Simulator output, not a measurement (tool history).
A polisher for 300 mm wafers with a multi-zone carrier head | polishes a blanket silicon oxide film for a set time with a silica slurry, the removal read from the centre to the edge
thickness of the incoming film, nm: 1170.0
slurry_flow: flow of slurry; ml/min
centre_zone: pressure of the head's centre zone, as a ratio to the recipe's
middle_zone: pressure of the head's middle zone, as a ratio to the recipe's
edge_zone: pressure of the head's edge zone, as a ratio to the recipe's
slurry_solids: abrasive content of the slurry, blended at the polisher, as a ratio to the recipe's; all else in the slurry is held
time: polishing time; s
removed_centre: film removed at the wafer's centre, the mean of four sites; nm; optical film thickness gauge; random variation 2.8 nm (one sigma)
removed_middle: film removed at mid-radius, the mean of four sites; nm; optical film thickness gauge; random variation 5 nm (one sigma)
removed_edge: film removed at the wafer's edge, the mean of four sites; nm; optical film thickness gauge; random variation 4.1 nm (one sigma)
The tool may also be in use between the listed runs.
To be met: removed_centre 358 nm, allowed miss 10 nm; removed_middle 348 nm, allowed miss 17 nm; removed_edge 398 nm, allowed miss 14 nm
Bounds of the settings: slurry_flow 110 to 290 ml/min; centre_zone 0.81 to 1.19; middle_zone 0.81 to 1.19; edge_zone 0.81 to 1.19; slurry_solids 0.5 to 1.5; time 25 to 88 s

run 1 hour=0 | slurry_flow=185 centre_zone=1 middle_zone=1 edge_zone=1 slurry_solids=1 time=56 | removed_centre=226.73 removed_middle=235.1 removed_edge=231.81
run 2 hour=7.2 | slurry_flow=185 centre_zone=1 middle_zone=0.98 edge_zone=1.04 slurry_solids=1.1 time=59 | removed_centre=253.44 removed_middle=262.68 removed_edge=261.48
run 3 hour=10.7 | slurry_flow=150 centre_zone=1 middle_zone=0.98 edge_zone=1.04 slurry_solids=1.1 time=59 | removed_centre=242.99 removed_middle=255.66 removed_edge=256.13
run 4 hour=13.5 | slurry_flow=150 centre_zone=1 middle_zone=0.98 edge_zone=0.97 slurry_solids=1.1 time=59 | removed_centre=240.18 removed_middle=252.08 removed_edge=248.01
run 5 hour=17.1 | slurry_flow=150 centre_zone=1 middle_zone=0.94 edge_zone=1.01 slurry_solids=1.2 time=62 | removed_centre=268.8 removed_middle=273.92 removed_edge=279.08
run 6 hour=26.1 | slurry_flow=155 centre_zone=0.99 middle_zone=0.91 edge_zone=1.05 slurry_solids=1.25 time=64 | removed_centre=284.51 removed_middle=280.63 removed_edge=301.6
run 7 hour=29.8 | slurry_flow=160 centre_zone=0.99 middle_zone=0.91 edge_zone=1.08 slurry_solids=1.3 time=65 | removed_centre=294.06 removed_middle=294.83 removed_edge=315.8
run 8 hour=33.6 | slurry_flow=165 centre_zone=0.99 middle_zone=0.9 edge_zone=1.1 slurry_solids=1.35 time=66 | removed_centre=310.98 removed_middle=299.77 removed_edge=332.37
run 9 hour=35.5 | slurry_flow=175 centre_zone=0.98 middle_zone=0.9 edge_zone=1.12 slurry_solids=1.4 time=67 | removed_centre=320.79 removed_middle=309.18 removed_edge=344.49
run 10 hour=36.4 | slurry_flow=175 centre_zone=0.98 middle_zone=0.9 edge_zone=1.13 slurry_solids=1.4 time=68 | removed_centre=325.15 removed_middle=308.89 removed_edge=356.48
run 11 hour=40.2 | slurry_flow=180 centre_zone=0.98 middle_zone=0.92 edge_zone=1.14 slurry_solids=1.4 time=69 | removed_centre=327.22 removed_middle=330.71 removed_edge=361.03
run 12 hour=47.1 | slurry_flow=185 centre_zone=0.98 middle_zone=0.91 edge_zone=1.15 slurry_solids=1.4 time=69 | removed_centre=330.99 removed_middle=331.61 removed_edge=357.18
run 13 hour=50.9 | slurry_flow=180 centre_zone=0.98 middle_zone=0.9 edge_zone=1.15 slurry_solids=1.4 time=70 | removed_centre=335.75 removed_middle=320.99 removed_edge=375.06
run 14 hour=57.6 | slurry_flow=185 centre_zone=0.98 middle_zone=0.9 edge_zone=1.16 slurry_solids=1.4 time=70 | removed_centre=336.96 removed_middle=316.67 removed_edge=369.59
run 15 hour=61.4 | slurry_flow=185 centre_zone=0.98 middle_zone=0.9 edge_zone=1.16 slurry_solids=1.4 time=70 | removed_centre=336.97 removed_middle=329.59 removed_edge=377.76
run 16 hour=63.2 | slurry_flow=190 centre_zone=0.98 middle_zone=0.9 edge_zone=1.17 slurry_solids=1.4 time=70 | removed_centre=340.17 removed_middle=329.78 removed_edge=379.24
run 17 hour=64.2 | slurry_flow=195 centre_zone=0.98 middle_zone=0.9 edge_zone=1.17 slurry_solids=1.4 time=70 | removed_centre=340.04 removed_middle=335.34 removed_edge=374.99
run 18 hour=71.5 | slurry_flow=200 centre_zone=0.98 middle_zone=0.89 edge_zone=1.18 slurry_solids=1.45 time=70 | removed_centre=345.58 removed_middle=333.29 removed_edge=392.86

Which of these 4 next moves meets every target?
run A hour=78.8 | slurry_flow=160 centre_zone=0.94 middle_zone=0.85 edge_zone=1.18 slurry_solids=1.5 time=77 | removed_centre=? removed_middle=? removed_edge=?
run B hour=78.8 | slurry_flow=170 centre_zone=0.99 middle_zone=0.9 edge_zone=1.17 slurry_solids=1.3 time=78 | removed_centre=? removed_middle=? removed_edge=?
run C hour=78.8 | slurry_flow=240 centre_zone=0.85 middle_zone=0.82 edge_zone=1.19 slurry_solids=1.5 time=75 | removed_centre=? removed_middle=? removed_edge=?
run D hour=78.8 | slurry_flow=205 centre_zone=0.97 middle_zone=0.84 edge_zone=1.19 slurry_solids=1.5 time=66 | removed_centre=? removed_middle=? removed_edge=?

move=A removed_centre=353.57 removed_middle=354.91 removed_edge=420.89
move=B removed_centre=358.34 removed_middle=357.17 removed_edge=400.86
move=C removed_centre=333.62 removed_middle=357.44 removed_edge=431.35
move=D removed_centre=327.62 removed_middle=313.89 removed_edge=373.53
A: brings the result that was furthest off to its target, and leaves another outside
B: meets every target
C: further off than the last run
D: further off than the last run
The right move is B.

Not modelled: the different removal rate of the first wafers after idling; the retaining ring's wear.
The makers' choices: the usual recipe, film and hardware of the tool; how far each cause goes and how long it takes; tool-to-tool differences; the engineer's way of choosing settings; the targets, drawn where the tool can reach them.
